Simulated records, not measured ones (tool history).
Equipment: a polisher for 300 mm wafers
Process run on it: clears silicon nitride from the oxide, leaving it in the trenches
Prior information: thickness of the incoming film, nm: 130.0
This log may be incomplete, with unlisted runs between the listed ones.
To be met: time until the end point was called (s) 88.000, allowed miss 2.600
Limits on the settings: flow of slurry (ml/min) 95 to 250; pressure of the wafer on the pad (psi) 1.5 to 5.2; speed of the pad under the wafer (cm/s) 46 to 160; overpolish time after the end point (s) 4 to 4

run    day  flow of slurry (ml/min)  pressure of the wafer on the pad (psi)  speed of the pad under the wafer (cm/s)  overpolish time after the end point (s)  time until the end point was called (s)
  1  0.000                      160                                     3.3                                      102                                        4                                  141.600
  2  0.038                      160                                     2.6                                      102                                        4                                  169.620
  3  0.258                      170                                     3.3                                      102                                        4                                  138.460
  4  0.496                      185                                     3.7                                      102                                        4                                  126.330
  5  0.792                      185                                     4.1                                      102                                        4                                  113.860
  6  0.962                      185                                     4.4                                      102                                        4                                  107.630
  7  1.012                      190                                     4.6                                      102                                        4                                  103.300
  8  1.371                      190                                     4.8                                      102                                        4                                  100.810

Consider the 5 candidate settings below. Which is the only one whose results all fall within their allowed miss of target?
  A  1.729                      165                                     4.9                                      110                                        4                                        ?
  B  1.729                      195                                     4.9                                      106                                        4                                        ?
  C  1.729                      165                                     4.6                                       86                                        4                                        ?
  D  1.729                      200                                     4.6                                      120                                        4                                        ?
  E  1.729                      190                                     5.0                                      104                                        4                                        ?

move  time until the end point was called (s)
   A                                   92.609
   B                                   93.232
   C                                  121.780
   D                                   87.709
   E                                   93.543
A: nearer the targets than the last run, but a result is still out of spec
B: nearer the targets than the last run, but a result is still out of spec
C: further off than the last run
D: hits every target within its allowed miss
E: nearer the targets than the last run, but a result is still out of spec
The move that meets every target is D.
